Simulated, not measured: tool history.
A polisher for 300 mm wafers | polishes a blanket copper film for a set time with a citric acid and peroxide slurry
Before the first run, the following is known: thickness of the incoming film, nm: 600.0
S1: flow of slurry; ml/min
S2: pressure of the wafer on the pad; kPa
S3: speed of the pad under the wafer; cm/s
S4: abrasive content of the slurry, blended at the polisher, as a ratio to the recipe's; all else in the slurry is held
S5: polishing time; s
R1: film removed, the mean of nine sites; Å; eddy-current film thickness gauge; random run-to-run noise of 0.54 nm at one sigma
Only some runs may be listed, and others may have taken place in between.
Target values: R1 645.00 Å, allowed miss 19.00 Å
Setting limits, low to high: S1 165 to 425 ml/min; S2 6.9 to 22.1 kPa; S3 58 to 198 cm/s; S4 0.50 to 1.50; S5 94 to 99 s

run    day   S1    S2   S3    S4  S5       R1
  1  0.000  275  14.5  128  1.00  94  1583.90
  2  0.238  270  12.4  114  1.00  94  1243.00
  3  0.338  270  13.8  114  1.00  94  1361.50
  4  0.388  215  13.8  114  1.00  94  1335.50
  5  0.483  215  11.7  104  1.00  94  1055.10
  6  0.546  165  11.7  104  1.00  94   998.83
  7  0.733  165  10.3  100  1.00  94   853.99
  8  0.892  165   9.7  100  1.00  94   802.34

Which of these 5 next moves meets every target?
  A  1.050  185  9.0   82  1.00  96   ?
  B  1.050  165  9.7   84  1.15  94   ?
  C  1.050  165  8.3  104  1.00  94   ?
  D  1.050  210  6.9  106  1.20  98   ?
  E  1.050  165  6.9  132  0.65  94   ?

move      R1
   A  649.02
   B  704.22
   C  721.12
   D  701.62
   E  689.88
A: every result lands within tolerance
B: moves toward the targets from the last run without getting all of them in spec
C: moves toward the targets from the last run without getting all of them in spec
D: moves toward the targets from the last run without getting all of them in spec
E: moves toward the targets from the last run without getting all of them in spec
Go with A: it meets all targets.

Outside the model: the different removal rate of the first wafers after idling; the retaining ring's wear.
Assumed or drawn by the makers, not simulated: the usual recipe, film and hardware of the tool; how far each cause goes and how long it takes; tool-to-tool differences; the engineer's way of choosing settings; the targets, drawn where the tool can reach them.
